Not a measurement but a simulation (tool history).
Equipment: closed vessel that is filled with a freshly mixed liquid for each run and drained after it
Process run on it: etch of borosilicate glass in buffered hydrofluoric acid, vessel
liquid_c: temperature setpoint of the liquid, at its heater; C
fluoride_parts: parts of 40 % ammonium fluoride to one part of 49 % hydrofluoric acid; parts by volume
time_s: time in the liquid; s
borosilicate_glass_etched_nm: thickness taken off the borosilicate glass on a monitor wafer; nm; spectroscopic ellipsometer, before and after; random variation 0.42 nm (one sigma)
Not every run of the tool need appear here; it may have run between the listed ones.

run,day,liquid_c,fluoride_parts,time_s,borosilicate_glass_etched_nm
1,0.000,22.0,17.5,85,61.339
2,0.062,22.0,17.5,85,60.389
3,0.329,20.5,17.5,85,56.341
4,0.558,19.5,17.5,85,53.407
5,0.933,23.0,17.5,85,64.048
6,1.217,21.5,17.5,85,59.596
7,1.325,21.5,17.5,85,59.017

What does the tool deliver on the next run?
8,1.621,20.5,17.5,85,?

{"run 8": {"borosilicate_glass_etched_nm": 56.592}}

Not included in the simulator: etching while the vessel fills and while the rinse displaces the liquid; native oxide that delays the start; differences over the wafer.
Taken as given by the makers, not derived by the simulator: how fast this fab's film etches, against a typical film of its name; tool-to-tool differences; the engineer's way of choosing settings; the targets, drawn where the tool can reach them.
